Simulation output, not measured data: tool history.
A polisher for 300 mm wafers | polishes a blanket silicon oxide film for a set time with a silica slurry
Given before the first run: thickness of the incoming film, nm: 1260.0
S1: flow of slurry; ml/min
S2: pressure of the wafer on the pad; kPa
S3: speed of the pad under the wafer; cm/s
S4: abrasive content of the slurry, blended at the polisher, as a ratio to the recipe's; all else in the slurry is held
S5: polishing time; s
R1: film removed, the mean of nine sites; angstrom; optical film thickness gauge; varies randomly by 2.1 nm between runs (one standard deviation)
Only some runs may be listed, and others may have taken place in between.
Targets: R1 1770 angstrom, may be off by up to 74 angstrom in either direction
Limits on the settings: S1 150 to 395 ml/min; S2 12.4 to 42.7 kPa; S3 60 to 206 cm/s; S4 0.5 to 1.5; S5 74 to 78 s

| run | day | S1 | S2 | S3 | S4 | S5 | R1 |
|---|---|---|---|---|---|---|---|
| 1 | 0 | 250 | 27.6 | 132 | 1 | 74 | 2481 |
| 2 | 0.233 | 310 | 27.6 | 132 | 1 | 74 | 2563 |
| 3 | 0.504 | 310 | 27.6 | 132 | 1 | 78 | 2740.5 |
| 4 | 0.825 | 270 | 27.6 | 132 | 1 | 78 | 2701.3 |
| 5 | 1.029 | 270 | 27.6 | 132 | 0.9 | 78 | 2501 |
| 6 | 1.071 | 270 | 24.8 | 130 | 0.9 | 78 | 2189.3 |
| 7 | 1.112 | 270 | 23.4 | 130 | 0.9 | 78 | 2144.4 |
| 8 | 1.4 | 270 | 22.1 | 130 | 0.9 | 78 | 1997 |
| 9 | 1.733 | 270 | 21.4 | 130 | 0.9 | 78 | 1927.3 |
| 10 | 1.979 | 270 | 20.7 | 130 | 0.9 | 78 | 1891 |

Which single option among these 4 for the next run brings every result within its allowed miss of target? Just one does.
| A | 2.225 | 255 | 21.4 | 128 | 0.8 | 78 | ? |
| B | 2.225 | 230 | 27.6 | 108 | 0.75 | 78 | ? |
| C | 2.225 | 310 | 19.3 | 142 | 1 | 74 | ? |
| D | 2.225 | 235 | 22.1 | 140 | 0.9 | 74 | ? |

| move | R1 |
|---|---|
| A | 1768.1 |
| B | 1903.5 |
| C | 1884.1 |
| D | 1957 |
A: every result within its allowed miss
B: moves away from the targets compared with the last run
C: moves toward the targets from the last run without getting all of them in spec
D: moves away from the targets compared with the last run
Correct choice: A, which meets every target
